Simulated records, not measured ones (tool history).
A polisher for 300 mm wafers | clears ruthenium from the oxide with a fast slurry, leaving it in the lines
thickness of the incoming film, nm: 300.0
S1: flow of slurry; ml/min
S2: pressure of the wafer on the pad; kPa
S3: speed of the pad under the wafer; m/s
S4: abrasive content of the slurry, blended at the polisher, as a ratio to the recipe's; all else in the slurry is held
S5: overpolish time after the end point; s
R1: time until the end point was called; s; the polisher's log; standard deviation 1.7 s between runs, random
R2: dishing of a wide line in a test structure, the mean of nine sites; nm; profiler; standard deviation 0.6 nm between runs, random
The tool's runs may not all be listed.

run 1 hour=0 | S1=155 S2=17.2 S3=1.08 S4=1 S5=21 | R1=71.724 R2=43.424
run 2 hour=8.3 | S1=155 S2=17.2 S3=1.08 S4=1 S5=16 | R1=71.235 R2=38.143
run 3 hour=14.4 | S1=155 S2=17.2 S3=1.08 S4=0.8 S5=16 | R1=81.207 R2=35.667
run 4 hour=21 | S1=155 S2=17.2 S3=1.08 S4=0.8 S5=17 | R1=81.505 R2=36.514
run 5 hour=28.9 | S1=155 S2=17.2 S3=0.92 S4=0.8 S5=17 | R1=95.201 R2=32.654
run 6 hour=35.3 | S1=155 S2=17.2 S3=0.92 S4=0.8 S5=18 | R1=93.463 R2=35.182
run 7 hour=38.8 | S1=155 S2=17.2 S3=0.92 S4=0.8 S5=19 | R1=90.396 R2=36.443

Forecast run 8:
-- hour=47.7 worn pad replaced by a new one
run 8 hour=47.7 | S1=155 S2=17.2 S3=0.92 S4=0.8 S5=20 | R1=? R2=?

R1: 85.335 s
R2: 38.635 nm
